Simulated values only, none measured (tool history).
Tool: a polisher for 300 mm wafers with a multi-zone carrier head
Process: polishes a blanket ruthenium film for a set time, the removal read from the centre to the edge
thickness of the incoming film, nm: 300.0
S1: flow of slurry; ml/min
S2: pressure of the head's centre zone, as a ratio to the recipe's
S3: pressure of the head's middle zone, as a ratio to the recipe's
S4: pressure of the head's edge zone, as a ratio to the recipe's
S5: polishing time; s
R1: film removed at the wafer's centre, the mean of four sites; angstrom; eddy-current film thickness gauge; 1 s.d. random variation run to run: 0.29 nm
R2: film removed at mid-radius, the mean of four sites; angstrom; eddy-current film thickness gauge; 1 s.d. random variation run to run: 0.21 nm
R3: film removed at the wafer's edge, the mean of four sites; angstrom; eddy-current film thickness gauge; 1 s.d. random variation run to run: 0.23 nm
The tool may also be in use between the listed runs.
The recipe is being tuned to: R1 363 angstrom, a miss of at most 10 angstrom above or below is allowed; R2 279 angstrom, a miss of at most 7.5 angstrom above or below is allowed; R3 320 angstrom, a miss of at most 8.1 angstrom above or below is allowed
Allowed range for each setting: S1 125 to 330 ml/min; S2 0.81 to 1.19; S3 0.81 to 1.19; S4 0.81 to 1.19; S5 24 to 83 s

run,hour,S1,S2,S3,S4,S5,R1,R2,R3
1,0,210,1,1,1,53,430.39,387.89,398.05
2,6.2,200,1,0.96,0.97,51,412.78,366.04,371.86
3,14,195,1.01,0.93,0.98,49,398.31,335.67,362.82
4,19.4,195,1.01,0.85,0.98,49,394.72,313.04,362.98
5,27.5,195,1.01,0.85,0.98,59,477.41,378.5,432.37
6,30.1,185,1.01,0.84,0.96,56,445.82,352.63,407.31
7,33,185,1.01,0.83,0.94,54,433.87,336.41,388.07
8,37.1,180,1.01,0.83,0.92,52,414.6,323.55,372.75
9,42.1,175,1.01,0.83,0.9,51,406.24,314.72,359.55
10,47.6,170,1.01,0.83,0.89,50,396.89,304.72,352.11
11,55.3,165,1.01,0.83,0.88,49,382.56,298.95,338.14
12,61.8,160,1.01,0.83,0.88,49,386.05,299.1,339.32
# hour 68.8: centre zone pressure recalibrated
13,68.8,155,1.01,0.83,0.87,49,350.68,299.97,335.19
14,77.1,160,1.01,0.83,0.87,48,344.28,291.97,329.2

Which of these 5 next moves meets every target?
A,85.4,130,0.89,0.81,0.84,52,?,?,?
B,85.4,190,1.01,0.81,0.88,46,?,?,?
C,85.4,265,1.03,0.85,0.81,46,?,?,?
D,85.4,205,1.09,0.81,0.87,45,?,?,?
E,85.4,200,0.94,0.86,0.95,48,?,?,?

move,R1,R2,R3
A,322,298.3,342.91
B,338.66,279.42,323.05
C,359.83,302.26,320.45
D,357.83,275.95,316.7
E,334.85,308.35,350.74
A: the biggest miss grows against the last run
B: the biggest miss grows against the last run
C: gets the furthest-off result to its target, but another result is out of tolerance
D: every result within its allowed miss
E: the biggest miss grows against the last run
The move that meets every target is D.
